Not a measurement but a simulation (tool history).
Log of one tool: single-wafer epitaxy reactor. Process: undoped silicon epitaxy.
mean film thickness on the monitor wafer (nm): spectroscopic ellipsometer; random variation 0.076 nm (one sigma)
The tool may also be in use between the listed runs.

run  hour  wafer temperature setpoint (pyrometer-controlled) (°C)  deposition time (s)  mean film thickness on the monitor wafer (nm)
  1   0.0                                                     630                  319                                         33.484
  2   1.0                                                     624                  319                                         29.913
  3   3.4                                                     624                  289                                         27.126
  4   6.4                                                     619                  283                                         23.858
  5  11.5                                                     615                  280                                         21.853
  6  17.6                                                     612                  277                                         20.348

Forecast run 7:
  7  24.9                                                     610                  275                                              ?

mean film thickness on the monitor wafer (nm): 19.340

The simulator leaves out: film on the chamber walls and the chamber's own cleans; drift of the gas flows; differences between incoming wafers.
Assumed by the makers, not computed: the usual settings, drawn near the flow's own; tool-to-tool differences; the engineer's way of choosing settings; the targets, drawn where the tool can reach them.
